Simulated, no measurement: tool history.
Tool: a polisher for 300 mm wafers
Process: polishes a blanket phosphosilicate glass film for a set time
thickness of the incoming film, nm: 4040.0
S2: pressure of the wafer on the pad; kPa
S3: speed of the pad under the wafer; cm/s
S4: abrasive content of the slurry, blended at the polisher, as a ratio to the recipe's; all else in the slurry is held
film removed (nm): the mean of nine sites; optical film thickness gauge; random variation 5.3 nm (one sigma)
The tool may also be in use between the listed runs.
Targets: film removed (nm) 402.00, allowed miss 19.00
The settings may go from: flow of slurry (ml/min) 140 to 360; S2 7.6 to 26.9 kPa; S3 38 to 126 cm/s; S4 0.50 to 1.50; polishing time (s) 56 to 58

Run 1, hour 0.0: flow of slurry (ml/min) 230, S2 17.2 kPa, S3 82 cm/s, S4 1.00, polishing time (s) 56. Result: film removed (nm) 274.91.
Run 2, hour 5.3: flow of slurry (ml/min) 230, S2 18.6 kPa, S3 82 cm/s, S4 1.00, polishing time (s) 56. Result: film removed (nm) 302.74.
Run 3, hour 12.1: flow of slurry (ml/min) 230, S2 18.6 kPa, S3 82 cm/s, S4 0.85, polishing time (s) 56. Result: film removed (nm) 276.45.
Run 4, hour 18.9: flow of slurry (ml/min) 230, S2 20.7 kPa, S3 82 cm/s, S4 0.85, polishing time (s) 56. Result: film removed (nm) 307.91.
Run 5, hour 25.1: flow of slurry (ml/min) 230, S2 22.1 kPa, S3 82 cm/s, S4 0.85, polishing time (s) 56. Result: film removed (nm) 319.95.
Run 6, hour 32.0: flow of slurry (ml/min) 230, S2 20.0 kPa, S3 82 cm/s, S4 0.85, polishing time (s) 56. Result: film removed (nm) 295.88.
Run 7, hour 36.8: flow of slurry (ml/min) 230, S2 20.7 kPa, S3 82 cm/s, S4 0.85, polishing time (s) 56. Result: film removed (nm) 299.09.
Run 8, hour 38.3: flow of slurry (ml/min) 230, S2 21.4 kPa, S3 82 cm/s, S4 0.85, polishing time (s) 56. Result: film removed (nm) 318.61.
Run 9, hour 42.9: flow of slurry (ml/min) 230, S2 21.4 kPa, S3 82 cm/s, S4 0.85, polishing time (s) 56. Result: film removed (nm) 311.12.

Which of these 5 next moves meets every target?
Run A, hour 47.5: flow of slurry (ml/min) 155, S2 20.7 kPa, S3 98 cm/s, S4 1.20, polishing time (s) 58. Result: film removed (nm) ?.
Run B, hour 47.5: flow of slurry (ml/min) 265, S2 26.2 kPa, S3 96 cm/s, S4 0.90, polishing time (s) 57. Result: film removed (nm) ?.
Run C, hour 47.5: flow of slurry (ml/min) 220, S2 26.9 kPa, S3 86 cm/s, S4 0.65, polishing time (s) 56. Result: film removed (nm) ?.
Run D, hour 47.5: flow of slurry (ml/min) 145, S2 26.2 kPa, S3 90 cm/s, S4 1.15, polishing time (s) 58. Result: film removed (nm) ?.
Run E, hour 47.5: flow of slurry (ml/min) 200, S2 19.3 kPa, S3 88 cm/s, S4 1.10, polishing time (s) 58. Result: film removed (nm) ?.

move  film removed (nm)
   A             399.46
   B             458.93
   C             356.42
   D             460.47
   E             347.42
A: meets every target
B: takes the result that was furthest off past its target
C: nearer than the last run, and not there yet
D: takes the result that was furthest off past its target
E: nearer than the last run, and not there yet
Answer: A
